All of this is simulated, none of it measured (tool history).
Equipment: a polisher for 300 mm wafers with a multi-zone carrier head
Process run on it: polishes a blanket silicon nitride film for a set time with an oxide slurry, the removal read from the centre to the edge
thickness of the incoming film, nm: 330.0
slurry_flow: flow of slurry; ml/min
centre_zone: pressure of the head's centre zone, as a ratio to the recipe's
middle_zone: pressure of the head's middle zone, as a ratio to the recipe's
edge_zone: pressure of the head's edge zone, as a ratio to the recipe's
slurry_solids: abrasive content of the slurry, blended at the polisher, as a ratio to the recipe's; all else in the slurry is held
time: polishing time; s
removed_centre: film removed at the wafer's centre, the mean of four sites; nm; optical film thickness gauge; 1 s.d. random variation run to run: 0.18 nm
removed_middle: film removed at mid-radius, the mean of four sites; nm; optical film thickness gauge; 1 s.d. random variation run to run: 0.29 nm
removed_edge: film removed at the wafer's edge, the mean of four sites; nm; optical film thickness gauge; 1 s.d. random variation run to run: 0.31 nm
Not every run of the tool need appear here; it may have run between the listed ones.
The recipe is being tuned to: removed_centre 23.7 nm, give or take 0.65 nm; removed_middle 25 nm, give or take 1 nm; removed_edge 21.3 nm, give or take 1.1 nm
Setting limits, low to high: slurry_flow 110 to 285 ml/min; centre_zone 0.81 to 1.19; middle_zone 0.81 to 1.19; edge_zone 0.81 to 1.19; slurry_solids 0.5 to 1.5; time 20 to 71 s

| run | day | slurry_flow | centre_zone | middle_zone | edge_zone | slurry_solids | time | removed_centre | removed_middle | removed_edge |
|---|---|---|---|---|---|---|---|---|---|---|
| 1 | 0 | 180 | 1 | 1 | 1 | 1 | 45 | 30.159 | 32.53 | 31.693 |
| 2 | 0.329 | 180 | 1 | 1 | 1 | 0.9 | 45 | 28.479 | 31.296 | 30.209 |
| 3 | 0.383 | 220 | 1 | 1 | 1 | 0.9 | 45 | 29.925 | 31.856 | 31.345 |
| 4 | 0.712 | 260 | 1 | 1 | 1 | 0.9 | 45 | 30.11 | 32.33 | 31.489 |
| 5 | 1.083 | 260 | 1.01 | 1.01 | 0.97 | 0.85 | 44 | 29.63 | 31.571 | 29.805 |
| 6 | 1.346 | 260 | 1.01 | 1.01 | 0.89 | 0.85 | 44 | 28.646 | 31.097 | 28.767 |
| 7 | 1.508 | 260 | 1.01 | 1.01 | 0.89 | 0.85 | 44 | 29.258 | 31.063 | 28.998 |
| 8 | 1.783 | 260 | 1.02 | 1.02 | 0.88 | 0.8 | 43 | 27.888 | 30.38 | 26.666 |
|  | 1.996 | centre zone pressure recalibrated |
| 9 | 1.996 | 250 | 1.02 | 1.01 | 0.87 | 0.75 | 43 | 28.732 | 28.608 | 25.065 |
| 10 | 2.296 | 245 | 1 | 1.01 | 0.86 | 0.75 | 43 | 28.023 | 28.026 | 24.864 |
| 11 | 2.417 | 240 | 0.97 | 1.02 | 0.85 | 0.75 | 43 | 27.623 | 28.952 | 25.403 |
| 12 | 2.679 | 240 | 0.95 | 1.02 | 0.85 | 0.7 | 42 | 25.236 | 26.667 | 23.911 |
| 13 | 3.029 | 235 | 0.95 | 1.02 | 0.84 | 0.7 | 42 | 25.138 | 26.545 | 23.354 |
| 14 | 3.3 | 230 | 0.94 | 1.02 | 0.84 | 0.7 | 42 | 25.036 | 26.327 | 23.403 |
| 15 | 3.412 | 225 | 0.94 | 1.02 | 0.84 | 0.7 | 42 | 24.706 | 26.44 | 23.078 |
| 16 | 3.754 | 220 | 0.94 | 1.02 | 0.84 | 0.7 | 42 | 24.89 | 26.044 | 23.438 |
| 17 | 4.112 | 220 | 0.94 | 1.02 | 0.84 | 0.7 | 42 | 24.854 | 26.216 | 23.625 |
| 18 | 4.15 | 220 | 0.94 | 1.02 | 0.84 | 0.7 | 42 | 24.765 | 26.523 | 22.913 |

Which single option among these 4 for the next run brings every result within its allowed miss of target? Just one does.
| A | 4.188 | 225 | 0.9 | 0.94 | 0.88 | 0.8 | 38 | ? | ? | ? |
| B | 4.188 | 200 | 1.02 | 1.09 | 0.87 | 0.5 | 48 | ? | ? | ? |
| C | 4.188 | 125 | 1.04 | 1.19 | 0.81 | 0.55 | 45 | ? | ? | ? |
| D | 4.188 | 215 | 0.97 | 1 | 0.89 | 0.5 | 46 | ? | ? | ? |

| move | removed_centre | removed_middle | removed_edge |
|---|---|---|---|
| A | 23.395 | 24.088 | 23.4 |
| B | 23.974 | 25.168 | 21.665 |
| C | 21.844 | 24.546 | 19.554 |
| D | 22.319 | 22.748 | 21.171 |
A: the worst result of the last run now meets its target, but another is out of spec
B: meets every target
C: pushes the last run's worst result past its target
D: pushes the last run's worst result past its target
Correct choice: B, which meets every target
